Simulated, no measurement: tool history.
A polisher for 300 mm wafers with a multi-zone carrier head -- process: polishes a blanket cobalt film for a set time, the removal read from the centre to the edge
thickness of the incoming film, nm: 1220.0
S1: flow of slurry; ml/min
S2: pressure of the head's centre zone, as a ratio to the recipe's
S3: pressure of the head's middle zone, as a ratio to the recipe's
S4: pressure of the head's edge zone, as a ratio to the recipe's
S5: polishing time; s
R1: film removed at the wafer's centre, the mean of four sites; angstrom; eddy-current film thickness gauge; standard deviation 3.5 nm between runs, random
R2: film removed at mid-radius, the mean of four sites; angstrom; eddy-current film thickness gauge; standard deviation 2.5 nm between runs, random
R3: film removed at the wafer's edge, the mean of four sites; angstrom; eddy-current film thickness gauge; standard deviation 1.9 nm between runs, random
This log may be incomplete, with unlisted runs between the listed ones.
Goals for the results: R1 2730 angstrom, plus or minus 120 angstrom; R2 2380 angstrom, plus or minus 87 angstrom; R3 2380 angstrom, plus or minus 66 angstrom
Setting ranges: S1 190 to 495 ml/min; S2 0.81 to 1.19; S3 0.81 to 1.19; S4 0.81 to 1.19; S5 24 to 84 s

run	hour	S1	S2	S3	S4	S5	R1	R2	R3
1	0	320	1	1	1	54	2200	2174.1	2100
2	8.2	320	1.08	1	1	54	2345.3	2109.8	2112.5
3	9.1	280	1.08	1	1	54	2301.4	2131	2110.3
4	11.6	280	1.03	1	1	54	2219.7	2135.8	2120.1
5	14.2	285	1.05	1.01	1.01	55	2332.2	2194.3	2159.3
6	23.1	285	1.06	1.02	1.02	55	2346.1	2178.8	2123.7
7	30.8	285	1.06	1.02	1.02	55	2335.4	2193.6	2160.8
8	37.2	285	1.07	1.03	1.03	56	2361.8	2247.4	2187.2
9	42.6	285	1.07	1.03	1.03	56	2424.2	2263.4	2219.5
10	50	285	1.08	1.03	1.04	56	2414.3	2245.5	2218.7
11	52.5	285	1.09	1.03	1.05	56	2441.8	2262	2210.7
12	59.7	285	1.1	1.03	1.05	56	2420.4	2272.7	2231.6
13	60.3	285	1.11	1.03	1.05	56	2474.5	2263.5	2248.7
14	64.1	285	1.12	1.03	1.05	56	2490.1	2252.9	2187.2
15	72.2	315	1.17	1.04	1.15	59	2757.5	2421.8	2471.6
16	73.3	315	1.17	1.04	1.14	59	2708.7	2424.3	2486.2
17	75.9	315	1.17	1.04	1.13	59	2720	2402.6	2423.6
18	83.4	315	1.17	1.04	1.13	59	2687	2446.6	2456.6

4 candidate next runs follow, results not yet known. Just one meets every target within its allowed miss. Identify it.
A	90.9	290	1.18	0.93	1.14	62	?	?	?
B	90.9	295	1.19	1.11	1.1	58	?	?	?
C	90.9	405	1.07	1	1.19	61	?	?	?
D	90.9	325	1.19	1.06	1.14	57	?	?	?

move	R1	R2	R3
A	2887.6	2345.1	2566.4
B	2730	2551.3	2355.3
C	2657.1	2507.8	2621.6
D	2702	2426.5	2369.6
A: moves away from the targets compared with the last run
B: the worst result of the last run now meets its target, but another is out of spec
C: moves away from the targets compared with the last run
D: all results in spec
So the answer is move D, the one that meets all the targets.
